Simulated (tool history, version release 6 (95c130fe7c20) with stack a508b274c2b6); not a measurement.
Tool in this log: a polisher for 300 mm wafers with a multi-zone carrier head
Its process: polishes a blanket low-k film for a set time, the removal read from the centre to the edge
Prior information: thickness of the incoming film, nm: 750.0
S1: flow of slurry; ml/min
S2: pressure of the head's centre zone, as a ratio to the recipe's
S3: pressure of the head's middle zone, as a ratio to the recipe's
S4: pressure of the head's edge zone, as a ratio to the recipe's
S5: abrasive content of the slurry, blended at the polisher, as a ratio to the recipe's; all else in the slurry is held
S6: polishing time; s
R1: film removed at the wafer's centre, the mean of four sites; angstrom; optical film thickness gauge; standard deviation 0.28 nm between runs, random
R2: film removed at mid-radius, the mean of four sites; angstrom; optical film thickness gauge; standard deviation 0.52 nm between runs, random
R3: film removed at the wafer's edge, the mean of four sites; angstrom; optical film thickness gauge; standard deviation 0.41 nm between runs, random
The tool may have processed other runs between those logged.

run,hour,S1,S2,S3,S4,S5,S6,R1,R2,R3
1,0,140,1,1,1,1,55,344.75,347.09,349.17
2,2.6,145,1,1.01,1.02,1.05,55,357.65,357.81,364.82
3,4.4,115,1,1.01,1.02,1.05,55,346.5,349.11,353.92
4,7.8,85,1,1.01,1.02,1.05,55,322.01,322.72,345.88
5,9.6,85,0.92,1.01,1.02,1.05,55,295.03,332.96,340.77
6,12.9,85,0.92,0.93,1.02,1.05,55,295.06,309.07,347.08
7,19.4,95,0.93,0.95,1.04,1.1,55,316.46,324.07,360.12
8,23.6,105,0.93,0.96,1.06,1.15,55,331.64,344.4,373.41
9,26.5,105,0.93,0.96,1.06,1.15,55,332.73,347.52,372.18
10,35.1,115,0.93,0.96,1.08,1.2,55,343.47,358.11,387.71
11,36,125,0.94,0.97,1.09,1.2,55,354.2,367.4,397.51
12,39.7,165,1.02,1.07,1.13,1.25,55,412.27,423.5,420.36
13,46.3,170,1.02,1.07,1.14,1.25,55,411.39,437.01,418.14
14,54.1,175,1.02,1.06,1.15,1.25,55,415.24,438.23,426.74

Forecast run 15:
15,56.7,180,1.02,1.05,1.16,1.25,55,?,?,?

R1: 414 angstrom
R2: 422.37 angstrom
R3: 432.84 angstrom
